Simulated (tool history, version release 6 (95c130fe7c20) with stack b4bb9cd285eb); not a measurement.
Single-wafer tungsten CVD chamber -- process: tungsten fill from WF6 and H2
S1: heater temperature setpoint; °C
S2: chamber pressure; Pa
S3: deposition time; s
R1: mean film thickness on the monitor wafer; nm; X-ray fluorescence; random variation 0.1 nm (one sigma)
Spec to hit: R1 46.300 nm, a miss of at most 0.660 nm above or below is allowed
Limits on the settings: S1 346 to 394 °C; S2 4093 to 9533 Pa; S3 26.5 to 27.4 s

Run 1, day 0.000: S1 370 °C, S2 6813 Pa, S3 26.5 s. Result: R1 56.622 nm.
Run 2, day 0.125: S1 368 °C, S2 6813 Pa, S3 26.5 s. Result: R1 54.567 nm.
Run 3, day 0.488: S1 357 °C, S2 6813 Pa, S3 26.5 s. Result: R1 44.195 nm.
Run 4, day 0.579: S1 352 °C, S2 6813 Pa, S3 26.5 s. Result: R1 40.235 nm.
Run 5, day 0.783: S1 352 °C, S2 5760 Pa, S3 26.5 s. Result: R1 36.865 nm.
Run 6, day 0.808: S1 352 °C, S2 5146 Pa, S3 26.5 s. Result: R1 35.018 nm.
Run 7, day 0.838: S1 352 °C, S2 5146 Pa, S3 26.5 s. Result: R1 34.920 nm.
Run 8, day 0.867: S1 355 °C, S2 5160 Pa, S3 26.5 s. Result: R1 37.207 nm.
Run 9, day 1.162: S1 357 °C, S2 5160 Pa, S3 26.5 s. Result: R1 38.492 nm.
Run 10, day 1.462: S1 359 °C, S2 5160 Pa, S3 26.5 s. Result: R1 40.173 nm.

5 next moves are on the table. One of them brings every result within its allowed miss. Which?
Run A, day 1.762: S1 356 °C, S2 7213 Pa, S3 26.9 s. Result: R1 ?.
Run B, day 1.762: S1 364 °C, S2 5373 Pa, S3 27.3 s. Result: R1 ?.
Run C, day 1.762: S1 364 °C, S2 4960 Pa, S3 27.4 s. Result: R1 ?.
Run D, day 1.762: S1 368 °C, S2 4666 Pa, S3 26.5 s. Result: R1 ?.
Run E, day 1.762: S1 362 °C, S2 5280 Pa, S3 27.4 s. Result: R1 ?.

move      R1
   A  45.173
   B  46.340
   C  44.661
   D  45.154
   E  44.371
A: moves toward the targets from the last run without getting all of them in spec
B: all results in spec
C: moves toward the targets from the last run without getting all of them in spec
D: moves toward the targets from the last run without getting all of them in spec
E: moves toward the targets from the last run without getting all of them in spec
So the answer is move B, the one that meets all the targets.
